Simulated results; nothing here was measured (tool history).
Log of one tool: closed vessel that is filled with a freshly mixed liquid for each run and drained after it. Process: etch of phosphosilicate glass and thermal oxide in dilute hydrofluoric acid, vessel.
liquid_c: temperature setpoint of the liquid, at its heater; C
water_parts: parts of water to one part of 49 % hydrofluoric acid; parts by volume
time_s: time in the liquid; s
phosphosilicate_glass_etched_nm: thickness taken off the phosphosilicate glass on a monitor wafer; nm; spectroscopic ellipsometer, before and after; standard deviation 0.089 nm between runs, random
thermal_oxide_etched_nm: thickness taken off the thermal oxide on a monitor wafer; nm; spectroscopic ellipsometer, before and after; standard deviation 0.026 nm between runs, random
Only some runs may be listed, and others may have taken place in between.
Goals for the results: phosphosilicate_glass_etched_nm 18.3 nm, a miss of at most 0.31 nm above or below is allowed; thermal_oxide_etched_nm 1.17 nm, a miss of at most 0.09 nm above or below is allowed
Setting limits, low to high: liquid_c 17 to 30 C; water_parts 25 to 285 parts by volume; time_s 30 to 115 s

run  hour  liquid_c  water_parts  time_s  phosphosilicate_glass_etched_nm  thermal_oxide_etched_nm
  1     0        22          155      60                           24.277                   1.5616
  2   1.2      23.5          155      60                           25.733                   1.6878
  3   3.9      22.5          155      60                           24.742                   1.5311
  4     9      25.5          155      60                           27.804                   1.7341
  5  16.2        28          155      60                           30.102                   1.9302
  6  23.3        26          160      60                            27.08                    1.719
  7  28.7      24.5          160      60                           25.561                   1.6371
  8  29.8      23.5          160      60                           24.705                   1.5986
  9  30.4      23.5          160      60                           24.807                   1.5461
 10  37.5      22.5          160      60                           23.668                   1.4716
 11  42.5      18.5          165      60                           19.475                   1.2543
 12  50.3      17.5          165      60                           18.779                    1.221

Which one of the following 4 next-run settings gets every result inside its allowed miss? There is exactly one.
  A  58.1      22.5          200      60                                ?                        ?
  B  58.1        17          135      50                                ?                        ?
  C  58.1        22          175      55                                ?                        ?
  D  58.1        24          185      55                                ?                        ?

move  phosphosilicate_glass_etched_nm  thermal_oxide_etched_nm
   A                           18.182                   1.1492
   B                           19.297                   1.2196
   C                           19.186                   1.2126
   D                           19.367                   1.2241
A: every result lands within tolerance
B: the biggest miss grows against the last run
C: the biggest miss grows against the last run
D: the biggest miss grows against the last run
Answer: A
